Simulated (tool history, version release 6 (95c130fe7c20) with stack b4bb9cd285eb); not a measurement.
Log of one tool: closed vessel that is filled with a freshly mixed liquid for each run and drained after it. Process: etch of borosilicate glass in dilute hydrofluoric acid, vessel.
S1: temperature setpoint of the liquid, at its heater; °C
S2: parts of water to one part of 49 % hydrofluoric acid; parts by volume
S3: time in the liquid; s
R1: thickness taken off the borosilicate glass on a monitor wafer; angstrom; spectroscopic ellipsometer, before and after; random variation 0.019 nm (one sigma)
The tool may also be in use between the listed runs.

Run 1, hour 0: S1 21 °C, S2 270 parts by volume, S3 30 s. Result: R1 25.489 angstrom.
Run 2, hour 2.1: S1 18 °C, S2 270 parts by volume, S3 30 s. Result: R1 22.871 angstrom.
Run 3, hour 6.5: S1 17 °C, S2 270 parts by volume, S3 30 s. Result: R1 22.057 angstrom.
Run 4, hour 7.9: S1 20.5 °C, S2 255 parts by volume, S3 30 s. Result: R1 27.113 angstrom.
Run 5, hour 15.4: S1 23 °C, S2 245 parts by volume, S3 30 s. Result: R1 31.034 angstrom.
Run 6, hour 20.9: S1 25 °C, S2 240 parts by volume, S3 30 s. Result: R1 34.117 angstrom.

Forecast run 7:
Run 7, hour 27.2: S1 26 °C, S2 235 parts by volume, S3 30 s. Result: R1 ?.

R1: 36.332 angstrom

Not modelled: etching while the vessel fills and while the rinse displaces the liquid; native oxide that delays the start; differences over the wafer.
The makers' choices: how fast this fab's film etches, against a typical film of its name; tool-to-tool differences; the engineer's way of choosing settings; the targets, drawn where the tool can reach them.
